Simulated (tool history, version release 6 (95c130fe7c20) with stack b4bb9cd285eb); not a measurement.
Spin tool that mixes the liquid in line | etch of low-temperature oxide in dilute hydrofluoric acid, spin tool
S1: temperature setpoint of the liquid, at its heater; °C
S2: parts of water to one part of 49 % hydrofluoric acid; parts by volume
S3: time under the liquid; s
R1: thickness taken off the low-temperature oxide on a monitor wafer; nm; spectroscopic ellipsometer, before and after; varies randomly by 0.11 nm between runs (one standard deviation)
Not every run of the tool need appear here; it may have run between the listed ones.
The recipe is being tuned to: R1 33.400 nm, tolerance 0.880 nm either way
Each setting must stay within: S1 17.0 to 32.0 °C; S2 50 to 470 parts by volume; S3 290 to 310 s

run  hour    S1   S2   S3      R1
  1   0.0  24.0  260  290  11.566
  2   7.7  24.0  215  290  14.688
  3  13.4  27.5  215  290  16.600
  4  20.6  29.0  215  290  17.383
  5  28.8  30.0  180  290  22.631
  6  34.5  30.5  165  290  25.541
  7  40.5  30.5  165  290  25.472
  8  45.8  31.0  155  290  27.981
  9  52.4  31.5  150  290  29.784
 10  56.9  31.5  145  290  30.923
 11  58.7  32.0  130  290  35.923
 12  62.2  32.0  130  290  35.700
 13  68.5  31.5  130  290  35.362
 14  73.1  31.5  130  290  35.283
 15  73.9  31.0  130  290  34.624

Which single option among these 4 for the next run brings every result within its allowed miss of target? Just one does.
  A  74.7  31.5  135  300   ?
  B  74.7  30.5  125  300   ?
  C  74.7  32.0  145  310   ?
  D  74.7  32.0  130  295   ?

move      R1
   A  34.579
   B  36.518
   C  33.400
   D  36.201
A: roughly where the last run was
B: further off than the last run
C: hits every target within its allowed miss
D: further off than the last run
C meets every target.
